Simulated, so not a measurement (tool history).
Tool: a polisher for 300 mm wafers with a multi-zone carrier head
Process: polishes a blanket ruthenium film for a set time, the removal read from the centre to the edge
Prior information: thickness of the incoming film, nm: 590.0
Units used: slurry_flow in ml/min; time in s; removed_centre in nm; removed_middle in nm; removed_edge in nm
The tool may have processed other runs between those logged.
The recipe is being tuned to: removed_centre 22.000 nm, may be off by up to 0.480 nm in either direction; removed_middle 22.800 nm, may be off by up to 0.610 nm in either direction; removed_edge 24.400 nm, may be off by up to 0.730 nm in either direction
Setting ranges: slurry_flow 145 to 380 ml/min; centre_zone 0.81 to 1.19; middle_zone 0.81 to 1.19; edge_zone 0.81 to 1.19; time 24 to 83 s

run,day,slurry_flow,centre_zone,middle_zone,edge_zone,time,removed_centre,removed_middle,removed_edge
1,0.000,245,1.00,1.00,1.00,53,32.014,33.762,33.289
2,0.188,240,0.99,0.98,0.98,52,31.200,32.477,32.309
3,0.538,240,0.99,1.02,0.98,52,31.267,33.791,32.636
4,0.850,240,0.99,1.02,0.98,46,27.661,29.877,28.599
5,1.104,240,0.99,1.02,0.98,53,31.729,34.290,33.044
6,1.400,240,0.92,1.02,0.98,53,29.365,33.955,32.902
7,1.450,195,0.86,0.92,0.88,40,19.941,23.004,23.358
8,1.667,200,0.87,0.91,0.88,40,20.420,22.986,23.523
9,1.779,205,0.87,0.91,0.88,40,20.440,23.141,22.817
10,1.838,205,0.87,0.91,0.88,40,20.381,22.664,23.059

Consider the 5 candidate settings below. Which is the only one whose results all fall within their allowed miss of target?
A,1.896,150,0.81,0.95,0.91,41,?,?,?
B,1.896,150,0.88,0.99,0.87,39,?,?,?
C,1.896,185,0.85,0.84,0.95,43,?,?,?
D,1.896,235,0.82,0.91,0.85,42,?,?,?
E,1.896,220,0.94,0.92,1.01,39,?,?,?

move,removed_centre,removed_middle,removed_edge
A,18.447,23.081,23.201
B,19.084,22.722,21.598
C,21.328,22.835,25.682
D,20.973,24.759,24.466
E,22.120,22.963,24.494
A: misses by more than the last run did
B: misses by more than the last run did
C: closes in on the targets versus the last run, not all within tolerance yet
D: about as far from the targets as the last run
E: all results in spec
Move E is the one to make.
